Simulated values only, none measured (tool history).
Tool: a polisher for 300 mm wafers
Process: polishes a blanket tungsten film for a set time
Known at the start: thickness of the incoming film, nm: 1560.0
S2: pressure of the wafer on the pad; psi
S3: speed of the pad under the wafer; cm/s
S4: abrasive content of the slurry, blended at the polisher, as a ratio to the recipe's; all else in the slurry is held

{"run": 1, "hour": 0.0, "flow of slurry (ml/min)": 250, "S2": 4.6, "S3": 132, "S4": 1.0, "polishing time (s)": 58, "film removed (Å)": 4634.4}
{"run": 2, "hour": 4.6, "flow of slurry (ml/min)": 250, "S2": 4.0, "S3": 124, "S4": 1.0, "polishing time (s)": 58, "film removed (Å)": 3981.4}
{"run": 3, "hour": 8.0, "flow of slurry (ml/min)": 205, "S2": 4.0, "S3": 124, "S4": 1.0, "polishing time (s)": 58, "film removed (Å)": 3795.2}
{"run": 4, "hour": 11.3, "flow of slurry (ml/min)": 200, "S2": 3.6, "S3": 116, "S4": 1.0, "polishing time (s)": 58, "film removed (Å)": 3209.7}
{"run": 5, "hour": 19.2, "flow of slurry (ml/min)": 195, "S2": 3.3, "S3": 114, "S4": 1.0, "polishing time (s)": 58, "film removed (Å)": 2873.9}
{"run": 6, "hour": 22.2, "flow of slurry (ml/min)": 195, "S2": 2.9, "S3": 114, "S4": 1.0, "polishing time (s)": 58, "film removed (Å)": 2529.8}

Run 7 comes next. What will it give?
{"run": 7, "hour": 23.1, "flow of slurry (ml/min)": 195, "S2": 2.1, "S3": 112, "S4": 1.0, "polishing time (s)": 58, "film removed (Å)": "?"}

For run 7 the tool returned film removed (Å) 1872.8.
